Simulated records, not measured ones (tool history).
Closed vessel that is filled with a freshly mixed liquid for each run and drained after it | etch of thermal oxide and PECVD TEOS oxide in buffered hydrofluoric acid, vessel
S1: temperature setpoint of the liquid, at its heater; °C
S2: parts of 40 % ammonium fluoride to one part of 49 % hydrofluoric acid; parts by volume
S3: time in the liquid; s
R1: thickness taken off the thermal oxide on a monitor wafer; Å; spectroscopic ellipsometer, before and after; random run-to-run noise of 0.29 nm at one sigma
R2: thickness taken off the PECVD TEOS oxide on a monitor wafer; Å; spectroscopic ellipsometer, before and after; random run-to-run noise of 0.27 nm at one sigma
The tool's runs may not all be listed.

run 1 hour=0 | S1=21 S2=18.5 S3=60 | R1=290.82 R2=493.99
run 2 hour=0.7 | S1=21 S2=18.5 S3=45 | R1=220.99 R2=372.46
run 3 hour=3.8 | S1=19 S2=18.5 S3=45 | R1=199.34 R2=332.04
run 4 hour=10.4 | S1=19 S2=22.5 S3=45 | R1=167.78 R2=283.44
run 5 hour=14.1 | S1=17 S2=22.5 S3=45 | R1=151.34 R2=253.84
run 6 hour=22.8 | S1=17 S2=27.5 S3=45 | R1=129.81 R2=218.56

Predict the results of run 7:
run 7 hour=31.1 | S1=18.5 S2=26 S3=45 | R1=? R2=?

Logged for run 7: R1 148.08 Å, R2 248.46 Å.

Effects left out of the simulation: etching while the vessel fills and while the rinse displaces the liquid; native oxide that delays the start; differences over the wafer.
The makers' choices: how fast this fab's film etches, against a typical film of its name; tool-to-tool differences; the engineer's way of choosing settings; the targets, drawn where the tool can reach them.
